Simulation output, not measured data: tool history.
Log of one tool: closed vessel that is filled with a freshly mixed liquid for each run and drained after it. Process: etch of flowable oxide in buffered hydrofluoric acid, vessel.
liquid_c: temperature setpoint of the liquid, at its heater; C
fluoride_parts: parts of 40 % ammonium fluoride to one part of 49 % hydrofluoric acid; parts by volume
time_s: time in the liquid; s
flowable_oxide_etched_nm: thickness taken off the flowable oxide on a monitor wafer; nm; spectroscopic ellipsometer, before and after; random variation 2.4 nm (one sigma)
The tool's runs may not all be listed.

run  hour  liquid_c  fluoride_parts  time_s  flowable_oxide_etched_nm
  1   0.0      23.0             9.5      35                    191.32
  2   8.3      23.5             9.5      35                    196.64
  3  13.9      24.0             9.5      35                    202.78
  4  15.4      22.5             9.5      35                    185.90
  5  21.9      22.5            11.5      35                    157.59
  6  25.8      22.5            11.5      35                    157.80
  7  30.8      23.5            11.5      35                    167.80
  8  32.2      24.5            11.5      35                    176.26
  9  35.7      25.5            11.5      35                    187.04
 10  41.6      26.0            11.5      35                    192.45
 11  48.8      26.5            11.5      35                    200.00
 12  54.0      27.0            11.5      35                    205.46

The next listed run, before its measurement:
 13  59.8      27.5            11.5      35                         ?

{"run 13": {"flowable_oxide_etched_nm": 206.49}}
